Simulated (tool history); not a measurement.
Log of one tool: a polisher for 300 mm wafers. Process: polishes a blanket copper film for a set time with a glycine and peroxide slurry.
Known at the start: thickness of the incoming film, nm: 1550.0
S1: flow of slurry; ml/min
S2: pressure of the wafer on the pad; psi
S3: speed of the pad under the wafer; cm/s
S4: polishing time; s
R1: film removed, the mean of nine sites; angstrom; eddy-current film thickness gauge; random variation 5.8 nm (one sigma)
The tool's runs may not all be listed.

run	hour	S1	S2	S3	S4	R1
1	0.0	220	2.4	120	98	5185.1
2	4.6	220	2.3	120	98	5105.7
3	8.1	220	1.8	120	98	4245.0
4	14.6	220	1.3	120	98	3301.5
5	21.9	220	1.1	120	98	2899.4
6	26.5	220	1.1	120	98	2842.6
7	28.0	220	1.4	122	98	3452.9

The next listed run, before its measurement:
8	34.1	220	1.6	122	98	?

{"run 8": {"R1": 3873.1}}

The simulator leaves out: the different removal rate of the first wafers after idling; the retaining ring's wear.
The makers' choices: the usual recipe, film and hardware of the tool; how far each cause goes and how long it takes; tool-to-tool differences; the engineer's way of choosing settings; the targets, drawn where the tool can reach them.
